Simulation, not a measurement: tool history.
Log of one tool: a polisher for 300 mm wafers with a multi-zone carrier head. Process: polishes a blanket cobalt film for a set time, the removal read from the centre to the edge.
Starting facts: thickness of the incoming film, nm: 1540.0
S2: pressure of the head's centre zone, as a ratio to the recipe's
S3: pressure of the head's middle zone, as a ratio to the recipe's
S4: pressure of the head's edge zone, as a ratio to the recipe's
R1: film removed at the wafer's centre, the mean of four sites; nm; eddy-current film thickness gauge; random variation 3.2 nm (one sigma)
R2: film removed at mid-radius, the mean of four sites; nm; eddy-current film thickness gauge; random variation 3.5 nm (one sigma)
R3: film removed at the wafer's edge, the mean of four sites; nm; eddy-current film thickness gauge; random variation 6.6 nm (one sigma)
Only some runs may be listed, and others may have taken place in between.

Run 1, hour 0: flow of slurry (ml/min) 135, S2 1, S3 1, S4 1, polishing time (s) 78. Result: R1 361.64 nm, R2 357.78 nm, R3 352.67 nm.
Run 2, hour 8.9: flow of slurry (ml/min) 150, S2 1.06, S3 1.02, S4 1.06, polishing time (s) 81. Result: R1 411.4 nm, R2 385.5 nm, R3 389.8 nm.
Run 3, hour 17.4: flow of slurry (ml/min) 180, S2 1.06, S3 1.02, S4 1.06, polishing time (s) 81. Result: R1 424.9 nm, R2 394.38 nm, R3 392.6 nm.
Run 4, hour 21.3: flow of slurry (ml/min) 180, S2 1.06, S3 1.08, S4 1.06, polishing time (s) 81. Result: R1 422.72 nm, R2 422.09 nm, R3 387.8 nm.
Run 5, hour 27: flow of slurry (ml/min) 200, S2 1.06, S3 1.08, S4 1.06, polishing time (s) 81. Result: R1 431.61 nm, R2 415.41 nm, R3 399.34 nm.
Run 6, hour 34: flow of slurry (ml/min) 200, S2 1.13, S3 1.08, S4 1.06, polishing time (s) 81. Result: R1 457.52 nm, R2 421.16 nm, R3 401.74 nm.
Run 7, hour 41.1: flow of slurry (ml/min) 200, S2 1.15, S3 1.07, S4 1.07, polishing time (s) 83. Result: R1 484.17 nm, R2 432.52 nm, R3 410.56 nm.
Run 8, hour 43.9: flow of slurry (ml/min) 200, S2 1.16, S3 1.06, S4 1.1, polishing time (s) 84. Result: R1 489.94 nm, R2 430.19 nm, R3 424.72 nm.
Run 9, hour 51.3: flow of slurry (ml/min) 200, S2 1.17, S3 1.06, S4 1.11, polishing time (s) 85. Result: R1 496.37 nm, R2 438.47 nm, R3 429.98 nm.
Run 10, hour 52.7: flow of slurry (ml/min) 200, S2 1.18, S3 1.06, S4 1.12, polishing time (s) 86. Result: R1 510.98 nm, R2 444.75 nm, R3 421.05 nm.

Expected results for the next run?
Run 11, hour 58.3: flow of slurry (ml/min) 200, S2 1.16, S3 1.05, S4 1.11, polishing time (s) 88. Result: R1 ?, R2 ?, R3 ?.

R1: 510.53 nm
R2: 446.86 nm
R3: 440.5 nm
